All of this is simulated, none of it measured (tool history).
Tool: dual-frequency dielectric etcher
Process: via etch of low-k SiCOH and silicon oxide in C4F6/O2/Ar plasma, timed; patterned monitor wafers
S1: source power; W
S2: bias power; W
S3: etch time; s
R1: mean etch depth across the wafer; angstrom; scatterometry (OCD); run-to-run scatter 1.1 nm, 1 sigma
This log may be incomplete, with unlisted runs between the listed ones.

run    day   S1   S2  S3      R1
  1      0  290  186  79  1971.8
  2  0.333  280  184  79  1932.5
  3  0.554  280  184  82  2001.7
  4  0.796  280  184  79  1934.1
  5  0.833  270  183  79  1903.4
  6   1.05  230  183  79  1833.5
  7  1.083  190  173  79  1689.2

What will run 8 give?
  8  1.404  190  174  79   ?

{"run 8": {"R1": 1696.4}}
